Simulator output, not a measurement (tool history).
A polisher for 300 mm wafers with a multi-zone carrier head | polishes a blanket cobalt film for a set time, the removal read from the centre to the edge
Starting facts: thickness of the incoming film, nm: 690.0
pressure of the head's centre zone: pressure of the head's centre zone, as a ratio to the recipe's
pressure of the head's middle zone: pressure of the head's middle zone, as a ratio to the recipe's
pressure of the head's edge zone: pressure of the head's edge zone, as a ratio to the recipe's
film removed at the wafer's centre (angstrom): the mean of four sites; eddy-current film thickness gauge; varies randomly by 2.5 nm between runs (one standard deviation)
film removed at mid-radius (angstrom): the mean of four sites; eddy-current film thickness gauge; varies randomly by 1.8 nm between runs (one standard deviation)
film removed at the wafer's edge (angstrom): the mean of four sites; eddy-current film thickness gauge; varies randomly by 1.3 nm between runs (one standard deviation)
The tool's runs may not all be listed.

| run | hour | flow of slurry (ml/min) | pressure of the head's centre zone | pressure of the head's middle zone | pressure of the head's edge zone | polishing time (s) | film removed at the wafer's centre (angstrom) | film removed at mid-radius (angstrom) | film removed at the wafer's edge (angstrom) |
|---|---|---|---|---|---|---|---|---|---|
| 1 | 0.0 | 225 | 1.00 | 1.00 | 1.00 | 47 | 1719.1 | 1729.1 | 1696.4 |
| 2 | 0.6 | 225 | 1.05 | 1.00 | 1.00 | 47 | 1821.2 | 1730.5 | 1677.0 |
| 3 | 5.9 | 245 | 1.08 | 0.99 | 1.05 | 48 | 1906.2 | 1757.3 | 1794.1 |
| 4 | 14.3 | 245 | 1.08 | 0.99 | 1.12 | 48 | 1949.5 | 1775.2 | 1838.2 |
| 5 | 20.3 | 260 | 1.11 | 0.99 | 1.14 | 49 | 2048.8 | 1775.5 | 1916.7 |
| 6 | 27.2 | 270 | 1.13 | 1.01 | 1.14 | 49 | 2059.6 | 1862.3 | 1910.2 |
| 7 | 34.3 | 270 | 1.15 | 1.00 | 1.14 | 50 | 2150.1 | 1867.9 | 1937.7 |
| 8 | 35.5 | 270 | 1.15 | 1.00 | 1.14 | 50 | 2180.6 | 1872.8 | 1949.3 |

What does the tool deliver on the next run?
| 9 | 37.4 | 275 | 1.16 | 1.00 | 1.15 | 50 | ? | ? | ? |

{"run 9": {"film removed at the wafer's centre (angstrom)": 2207.3, "film removed at mid-radius (angstrom)": 1888.6, "film removed at the wafer's edge (angstrom)": 1963.6}}

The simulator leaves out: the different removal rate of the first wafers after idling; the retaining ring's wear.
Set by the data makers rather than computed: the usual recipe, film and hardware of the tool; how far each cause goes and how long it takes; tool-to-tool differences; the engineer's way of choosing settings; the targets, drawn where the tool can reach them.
